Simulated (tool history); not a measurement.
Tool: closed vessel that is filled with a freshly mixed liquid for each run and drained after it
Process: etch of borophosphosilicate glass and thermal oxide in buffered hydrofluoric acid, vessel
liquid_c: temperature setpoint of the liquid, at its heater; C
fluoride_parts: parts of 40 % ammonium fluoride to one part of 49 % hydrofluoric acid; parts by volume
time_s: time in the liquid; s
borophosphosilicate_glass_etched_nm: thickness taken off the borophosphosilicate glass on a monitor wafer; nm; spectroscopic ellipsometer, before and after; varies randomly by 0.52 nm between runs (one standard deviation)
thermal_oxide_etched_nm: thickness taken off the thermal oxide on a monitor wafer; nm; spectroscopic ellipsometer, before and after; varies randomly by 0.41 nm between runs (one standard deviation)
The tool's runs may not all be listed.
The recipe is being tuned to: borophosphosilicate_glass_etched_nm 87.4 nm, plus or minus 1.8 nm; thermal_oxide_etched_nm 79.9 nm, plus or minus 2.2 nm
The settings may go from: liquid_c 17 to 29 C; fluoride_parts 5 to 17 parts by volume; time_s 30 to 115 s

run,day,liquid_c,fluoride_parts,time_s,borophosphosilicate_glass_etched_nm,thermal_oxide_etched_nm
1,0,21,10.5,60,57.583,52.284
2,0.338,19.5,10.5,60,53.315,48.136
3,0.654,19.5,12.5,60,44.272,40.652
4,0.75,19.5,12.5,80,58.919,54.418
5,1.025,19.5,10,80,73.059,67.192
6,1.146,20.5,10,80,77.455,71.068
7,1.483,21,10,80,80.217,72.521
8,1.792,21.5,10,80,83.106,75.507

Consider the 4 candidate settings below. Which is the only one whose results all fall within their allowed miss of target?
A,2.1,25.5,5.5,35,?,?
B,2.1,22,13,100,?,?
C,2.1,21.5,9.5,75,?,?
D,2.1,18,8.5,90,?,?

move,borophosphosilicate_glass_etched_nm,thermal_oxide_etched_nm
A,76.949,70.745
B,80.822,74.91
C,78.885,72.925
D,85.978,79.174
A: further off than the last run
B: further off than the last run
C: further off than the last run
D: in spec on every target
Correct choice: D, which meets every target
